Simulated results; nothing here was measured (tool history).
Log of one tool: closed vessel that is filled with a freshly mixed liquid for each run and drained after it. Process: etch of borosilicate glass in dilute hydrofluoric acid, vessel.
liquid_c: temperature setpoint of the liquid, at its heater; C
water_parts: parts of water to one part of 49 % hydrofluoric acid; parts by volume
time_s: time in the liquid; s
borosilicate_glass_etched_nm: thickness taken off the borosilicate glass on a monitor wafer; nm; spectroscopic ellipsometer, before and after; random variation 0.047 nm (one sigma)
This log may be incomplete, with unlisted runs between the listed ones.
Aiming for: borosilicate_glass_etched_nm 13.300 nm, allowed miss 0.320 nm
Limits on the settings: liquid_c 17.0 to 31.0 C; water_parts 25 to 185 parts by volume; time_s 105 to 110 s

run 1 day=0.000 | liquid_c=23.0 water_parts=105 time_s=105 | borosilicate_glass_etched_nm=20.468
run 2 day=0.067 | liquid_c=22.5 water_parts=105 time_s=105 | borosilicate_glass_etched_nm=20.089
run 3 day=0.200 | liquid_c=22.5 water_parts=105 time_s=110 | borosilicate_glass_etched_nm=20.978
run 4 day=0.562 | liquid_c=22.5 water_parts=105 time_s=110 | borosilicate_glass_etched_nm=20.944
run 5 day=0.721 | liquid_c=22.5 water_parts=105 time_s=105 | borosilicate_glass_etched_nm=20.103
run 6 day=0.892 | liquid_c=25.0 water_parts=105 time_s=105 | borosilicate_glass_etched_nm=22.188
run 7 day=0.946 | liquid_c=25.0 water_parts=105 time_s=105 | borosilicate_glass_etched_nm=22.124
run 8 day=1.250 | liquid_c=25.0 water_parts=105 time_s=105 | borosilicate_glass_etched_nm=22.052
run 9 day=1.312 | liquid_c=24.0 water_parts=105 time_s=105 | borosilicate_glass_etched_nm=21.293
run 10 day=1.458 | liquid_c=23.0 water_parts=105 time_s=105 | borosilicate_glass_etched_nm=20.284
run 11 day=1.504 | liquid_c=22.5 water_parts=105 time_s=105 | borosilicate_glass_etched_nm=20.094
run 12 day=1.725 | liquid_c=22.0 water_parts=105 time_s=105 | borosilicate_glass_etched_nm=19.748
run 13 day=1.896 | liquid_c=21.5 water_parts=110 time_s=105 | borosilicate_glass_etched_nm=18.233
run 14 day=2.100 | liquid_c=21.0 water_parts=110 time_s=105 | borosilicate_glass_etched_nm=17.993

Exactly one of the 5 candidate moves below puts every result within its allowed miss. Which one?
run A day=2.304 | liquid_c=20.0 water_parts=125 time_s=105 | borosilicate_glass_etched_nm=?
run B day=2.304 | liquid_c=18.0 water_parts=120 time_s=105 | borosilicate_glass_etched_nm=?
run C day=2.304 | liquid_c=19.5 water_parts=95 time_s=110 | borosilicate_glass_etched_nm=?
run D day=2.304 | liquid_c=19.5 water_parts=135 time_s=105 | borosilicate_glass_etched_nm=?
run E day=2.304 | liquid_c=23.5 water_parts=75 time_s=105 | borosilicate_glass_etched_nm=?

move=A borosilicate_glass_etched_nm=14.819
move=B borosilicate_glass_etched_nm=14.300
move=C borosilicate_glass_etched_nm=20.681
move=D borosilicate_glass_etched_nm=13.305
move=E borosilicate_glass_etched_nm=30.162
A: an improvement on the last run, though not all results are within tolerance
B: an improvement on the last run, though not all results are within tolerance
C: the biggest miss grows against the last run
D: all results in spec
E: the biggest miss grows against the last run
Correct choice: D, which meets every target

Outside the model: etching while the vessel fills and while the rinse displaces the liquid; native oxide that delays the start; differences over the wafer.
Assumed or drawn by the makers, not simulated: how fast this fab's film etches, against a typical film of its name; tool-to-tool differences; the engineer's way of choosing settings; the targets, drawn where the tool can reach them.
